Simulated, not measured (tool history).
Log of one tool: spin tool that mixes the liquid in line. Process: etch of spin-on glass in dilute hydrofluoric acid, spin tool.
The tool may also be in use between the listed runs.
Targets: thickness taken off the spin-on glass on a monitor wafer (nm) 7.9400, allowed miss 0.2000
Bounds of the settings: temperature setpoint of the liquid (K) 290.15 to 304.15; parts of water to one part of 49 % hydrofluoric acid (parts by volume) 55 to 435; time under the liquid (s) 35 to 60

run,day,temperature setpoint of the liquid (K),parts of water to one part of 49 % hydrofluoric acid (parts by volume),time under the liquid (s),thickness taken off the spin-on glass on a monitor wafer (nm)
1,0.000,296.15,245,60,5.4529
2,0.317,296.15,315,60,3.9980
3,0.433,292.65,315,60,3.5470
4,0.783,294.65,295,60,4.1224
5,1.096,296.15,280,60,4.6148
6,1.329,296.15,245,60,5.5209
7,1.688,297.65,240,60,5.8985
8,1.838,298.65,235,60,6.3001
9,2.096,299.65,235,60,6.5374
10,2.462,300.15,235,60,6.6303
11,2.567,300.65,235,60,6.7730
12,2.788,301.15,235,60,6.8961
13,2.950,301.65,235,60,7.0731
14,3.221,302.15,235,60,7.1537
15,3.354,302.65,235,60,7.2856
16,3.471,303.65,230,60,7.6864

Which of these 4 next moves meets every target?
A,3.588,303.65,235,60,?
B,3.588,302.15,235,60,?
C,3.588,302.65,235,60,?
D,3.588,299.15,200,60,?

move,thickness taken off the spin-on glass on a monitor wafer (nm)
A,7.4767
B,7.1163
C,7.2352
D,7.8661
A: further off than the last run
B: further off than the last run
C: further off than the last run
D: meets every target
Answer: D
